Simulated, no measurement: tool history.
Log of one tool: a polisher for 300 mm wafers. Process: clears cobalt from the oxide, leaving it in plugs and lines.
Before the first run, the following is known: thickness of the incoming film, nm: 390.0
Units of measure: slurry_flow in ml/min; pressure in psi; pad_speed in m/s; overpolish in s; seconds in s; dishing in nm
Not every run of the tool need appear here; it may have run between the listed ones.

run,hour,slurry_flow,pressure,pad_speed,overpolish,seconds,dishing
1,0.0,150,1.6,1.08,10,101.44,22.971
2,5.0,145,1.5,1.08,8,107.34,19.797
3,11.8,140,1.5,1.08,7,108.07,17.219
4,20.6,125,1.5,1.08,7,110.09,17.274
5,26.6,125,1.5,0.86,7,136.69,14.902
6,28.5,125,1.5,1.12,7,106.12,17.996

Run 7 comes next. What will it give?
7,29.1,115,1.7,0.96,6,?,?

seconds: 108.31 s
dishing: 16.041 nm
